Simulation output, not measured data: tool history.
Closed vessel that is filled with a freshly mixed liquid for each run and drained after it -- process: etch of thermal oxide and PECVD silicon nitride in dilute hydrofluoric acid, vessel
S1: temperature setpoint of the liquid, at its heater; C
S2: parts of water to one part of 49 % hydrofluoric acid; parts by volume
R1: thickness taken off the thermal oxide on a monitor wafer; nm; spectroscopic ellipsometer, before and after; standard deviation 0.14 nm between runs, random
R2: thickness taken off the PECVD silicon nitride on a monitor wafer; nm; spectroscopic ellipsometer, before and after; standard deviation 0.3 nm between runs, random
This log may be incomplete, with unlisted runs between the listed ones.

run 1 hour=0.0 | S1=24.0 S2=95 time_in_the_liquid_(s)=670 | R1=30.305 R2=40.533
run 2 hour=1.1 | S1=25.5 S2=95 time_in_the_liquid_(s)=670 | R1=31.927 R2=44.188
run 3 hour=7.9 | S1=25.5 S2=95 time_in_the_liquid_(s)=865 | R1=40.679 R2=56.950
run 4 hour=10.7 | S1=25.5 S2=120 time_in_the_liquid_(s)=865 | R1=31.121 R2=44.311
run 5 hour=16.3 | S1=28.5 S2=120 time_in_the_liquid_(s)=865 | R1=35.491 R2=53.351
run 6 hour=23.1 | S1=28.5 S2=150 time_in_the_liquid_(s)=865 | R1=27.550 R2=43.255

What will run 7 give?
run 7 hour=29.8 | S1=26.5 S2=175 time_in_the_liquid_(s)=845 | R1=? R2=?

Run 7 gave R1 20.642 nm, R2 32.145 nm.

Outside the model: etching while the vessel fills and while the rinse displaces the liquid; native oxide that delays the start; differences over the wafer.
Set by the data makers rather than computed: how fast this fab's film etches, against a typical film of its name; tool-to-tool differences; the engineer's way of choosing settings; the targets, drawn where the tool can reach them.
